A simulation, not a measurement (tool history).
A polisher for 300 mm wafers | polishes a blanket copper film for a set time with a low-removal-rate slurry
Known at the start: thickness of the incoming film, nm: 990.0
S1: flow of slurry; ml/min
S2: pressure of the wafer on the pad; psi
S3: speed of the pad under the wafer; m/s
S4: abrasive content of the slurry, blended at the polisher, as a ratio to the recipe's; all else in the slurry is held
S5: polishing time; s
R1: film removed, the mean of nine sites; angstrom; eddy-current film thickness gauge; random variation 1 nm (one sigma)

{"run": 1, "hour": 0.0, "S1": 195, "S2": 2.1, "S3": 1.32, "S4": 1, "S5": 73, "R1": 2374.3}
{"run": 2, "hour": 8.0, "S1": 190, "S2": 1.9, "S3": 1.28, "S4": 1, "S5": 73, "R1": 2150.4}
{"run": 3, "hour": 9.2, "S1": 160, "S2": 1.9, "S3": 1.28, "S4": 1, "S5": 73, "R1": 2112.2}
{"run": 4, "hour": 17.9, "S1": 160, "S2": 1.9, "S3": 1.28, "S4": 1.1, "S5": 73, "R1": 2153.9}
{"run": 5, "hour": 25.4, "S1": 160, "S2": 1.9, "S3": 1.28, "S4": 1.1, "S5": 73, "R1": 2129.1}
{"run": 6, "hour": 32.8, "S1": 160, "S2": 1.9, "S3": 1.28, "S4": 1.05, "S5": 73, "R1": 2130.4}
{"run": 7, "hour": 38.3, "S1": 160, "S2": 1.7, "S3": 1.24, "S4": 1.05, "S5": 73, "R1": 1887.5}

Forecast run 8:
{"run": 8, "hour": 42.1, "S1": 160, "S2": 1.6, "S3": 1.2, "S4": 1.05, "S5": 73, "R1": "?"}

R1: 1742.9 angstrom
